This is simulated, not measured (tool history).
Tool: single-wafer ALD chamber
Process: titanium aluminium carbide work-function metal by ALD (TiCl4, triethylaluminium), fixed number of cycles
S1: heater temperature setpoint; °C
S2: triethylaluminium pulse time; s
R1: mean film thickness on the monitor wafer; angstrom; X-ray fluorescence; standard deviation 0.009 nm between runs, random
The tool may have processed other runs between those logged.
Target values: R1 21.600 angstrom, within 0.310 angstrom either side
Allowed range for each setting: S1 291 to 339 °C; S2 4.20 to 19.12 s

| run | day | S1 | S2 | R1 |
|---|---|---|---|---|
| 1 | 0.000 | 315 | 11.66 | 19.521 |
| 2 | 0.325 | 307 | 11.66 | 18.705 |
| 3 | 0.488 | 315 | 12.28 | 19.508 |
| 4 | 0.788 | 321 | 12.79 | 20.283 |
|  | 1.012 | triethylaluminium bottle replaced |
| 5 | 1.012 | 321 | 9.66 | 20.509 |
| 6 | 1.271 | 326 | 9.66 | 20.969 |
| 7 | 1.588 | 326 | 9.66 | 20.980 |
| 8 | 1.617 | 327 | 9.62 | 20.824 |
| 9 | 1.688 | 329 | 9.58 | 21.291 |

Exactly one of the 5 candidate moves below puts every result within its allowed miss. Which one?
| A | 1.758 | 334 | 7.08 | ? |
| B | 1.758 | 330 | 8.19 | ? |
| C | 1.758 | 327 | 8.42 | ? |
| D | 1.758 | 322 | 10.37 | ? |
| E | 1.758 | 328 | 11.69 | ? |

| move | R1 |
|---|---|
| A | 20.615 |
| B | 20.818 |
| C | 20.633 |
| D | 20.708 |
| E | 21.493 |
A: moves away from the targets compared with the last run
B: moves away from the targets compared with the last run
C: moves away from the targets compared with the last run
D: moves away from the targets compared with the last run
E: every result within its allowed miss
Move E is the one to make.
